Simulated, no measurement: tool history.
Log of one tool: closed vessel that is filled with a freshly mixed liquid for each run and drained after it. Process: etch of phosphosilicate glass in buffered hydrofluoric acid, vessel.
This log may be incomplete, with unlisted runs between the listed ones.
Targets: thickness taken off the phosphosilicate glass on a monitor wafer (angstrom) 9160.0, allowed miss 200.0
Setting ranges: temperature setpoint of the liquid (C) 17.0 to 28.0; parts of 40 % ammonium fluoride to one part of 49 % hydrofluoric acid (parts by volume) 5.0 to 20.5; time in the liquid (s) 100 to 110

| run | hour | temperature setpoint of the liquid (C) | parts of 40 % ammonium fluoride to one part of 49 % hydrofluoric acid (parts by volume) | time in the liquid (s) | thickness taken off the phosphosilicate glass on a monitor wafer (angstrom) |
|---|---|---|---|---|---|
| 1 | 0.0 | 20.0 | 12.5 | 100 | 5884.6 |
| 2 | 2.9 | 21.0 | 12.5 | 100 | 6232.0 |
| 3 | 11.5 | 22.0 | 12.5 | 100 | 6520.5 |
| 4 | 19.4 | 23.0 | 12.5 | 100 | 6937.5 |
| 5 | 21.8 | 23.0 | 12.5 | 110 | 7538.8 |
| 6 | 29.4 | 23.0 | 14.0 | 110 | 6815.0 |
| 7 | 33.8 | 23.0 | 14.0 | 110 | 6695.5 |
| 8 | 38.1 | 24.0 | 14.0 | 110 | 7213.8 |
| 9 | 40.2 | 24.5 | 14.0 | 110 | 7359.5 |
|  | 44.5 | thermometer replaced |
| 10 | 44.5 | 25.0 | 14.0 | 110 | 7069.2 |
| 11 | 47.0 | 25.5 | 13.5 | 110 | 7574.2 |
| 12 | 50.7 | 26.0 | 13.0 | 110 | 8042.0 |
| 13 | 51.7 | 26.5 | 13.0 | 110 | 8244.1 |

Below are 4 possible settings for the next run. Only one of them brings all results inside the allowed miss of their targets. Which is it?
| A | 52.7 | 25.5 | 13.0 | 100 | ? |
| B | 52.7 | 26.0 | 11.5 | 105 | ? |
| C | 52.7 | 28.0 | 12.0 | 110 | ? |
| D | 52.7 | 27.0 | 11.5 | 105 | ? |

| move | thickness taken off the phosphosilicate glass on a monitor wafer (angstrom) |
|---|---|
| A | 7065.3 |
| B | 8591.7 |
| C | 9609.8 |
| D | 9065.4 |
A: lands further from the targets than the last run did
B: nearer than the last run, and not there yet
C: takes the result that was furthest off past its target
D: every result lands within tolerance
Answer: D

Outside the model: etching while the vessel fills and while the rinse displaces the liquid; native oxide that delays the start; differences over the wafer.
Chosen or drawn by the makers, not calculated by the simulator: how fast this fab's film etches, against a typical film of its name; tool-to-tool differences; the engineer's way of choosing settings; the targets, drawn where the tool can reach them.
